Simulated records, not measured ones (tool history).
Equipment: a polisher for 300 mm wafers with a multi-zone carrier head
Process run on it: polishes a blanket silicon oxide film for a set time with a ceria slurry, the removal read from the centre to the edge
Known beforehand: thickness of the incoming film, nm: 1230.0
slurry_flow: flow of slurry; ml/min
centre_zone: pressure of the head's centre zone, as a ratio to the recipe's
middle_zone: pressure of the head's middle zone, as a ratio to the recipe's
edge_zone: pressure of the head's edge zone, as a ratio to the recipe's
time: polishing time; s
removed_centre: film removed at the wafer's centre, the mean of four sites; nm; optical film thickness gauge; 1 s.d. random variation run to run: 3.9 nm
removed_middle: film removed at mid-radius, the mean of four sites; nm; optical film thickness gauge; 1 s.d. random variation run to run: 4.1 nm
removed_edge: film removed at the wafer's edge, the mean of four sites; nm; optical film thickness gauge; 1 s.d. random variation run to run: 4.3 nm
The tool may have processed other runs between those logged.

Run 1, hour 0.0: slurry_flow 195 ml/min, centre_zone 1.00, middle_zone 1.00, edge_zone 1.00, time 40 s. Result: removed_centre 200.08 nm, removed_middle 196.26 nm, removed_edge 202.56 nm.
Run 2, hour 3.1: slurry_flow 200 ml/min, centre_zone 1.02, middle_zone 1.02, edge_zone 1.02, time 43 s. Result: removed_centre 217.38 nm, removed_middle 217.41 nm, removed_edge 222.26 nm.
Run 3, hour 4.6: slurry_flow 205 ml/min, centre_zone 1.05, middle_zone 1.03, edge_zone 1.03, time 45 s. Result: removed_centre 237.21 nm, removed_middle 231.68 nm, removed_edge 226.88 nm.
Run 4, hour 10.2: slurry_flow 175 ml/min, centre_zone 1.05, middle_zone 1.03, edge_zone 1.03, time 45 s. Result: removed_centre 227.93 nm, removed_middle 222.86 nm, removed_edge 230.66 nm.
Run 5, hour 14.3: slurry_flow 180 ml/min, centre_zone 1.06, middle_zone 1.04, edge_zone 1.04, time 47 s. Result: removed_centre 244.17 nm, removed_middle 238.45 nm, removed_edge 240.24 nm.
Run 6, hour 19.3: slurry_flow 205 ml/min, centre_zone 1.06, middle_zone 1.04, edge_zone 1.04, time 47 s. Result: removed_centre 244.54 nm, removed_middle 240.36 nm, removed_edge 242.06 nm.
Run 7, hour 22.9: slurry_flow 205 ml/min, centre_zone 1.07, middle_zone 1.04, edge_zone 1.04, time 49 s. Result: removed_centre 263.07 nm, removed_middle 254.60 nm, removed_edge 252.64 nm.

Expected results for the next run?
Run 8, hour 25.8: slurry_flow 205 ml/min, centre_zone 1.08, middle_zone 1.04, edge_zone 1.05, time 50 s. Result: removed_centre ?, removed_middle ?, removed_edge ?.

Run 8 yielded removed_centre 278.21 nm, removed_middle 258.03 nm, removed_edge 269.30 nm.
